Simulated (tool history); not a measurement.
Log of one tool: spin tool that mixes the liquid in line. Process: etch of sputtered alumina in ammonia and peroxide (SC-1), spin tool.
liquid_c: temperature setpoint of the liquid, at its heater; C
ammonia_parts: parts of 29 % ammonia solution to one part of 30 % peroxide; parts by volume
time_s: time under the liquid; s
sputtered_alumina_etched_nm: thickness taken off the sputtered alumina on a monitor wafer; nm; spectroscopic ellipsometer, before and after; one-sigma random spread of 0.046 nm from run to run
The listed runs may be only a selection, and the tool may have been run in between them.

run    day  liquid_c  ammonia_parts  time_s  sputtered_alumina_etched_nm
  1      0        52           0.45      55                       2.2831
  2   0.35        52            0.5      55                       2.2631
  3  0.392        52            0.5      55                       2.2889
  4  0.675        52            0.5      40                       1.6906
  5  0.983        52            0.4      40                       1.6339
  6  1.225        52            0.4      55                       2.2457

The next listed run, before its measurement:
  7  1.388        55            0.4      55                            ?

Run 7 produced sputtered_alumina_etched_nm 2.6726 nm.
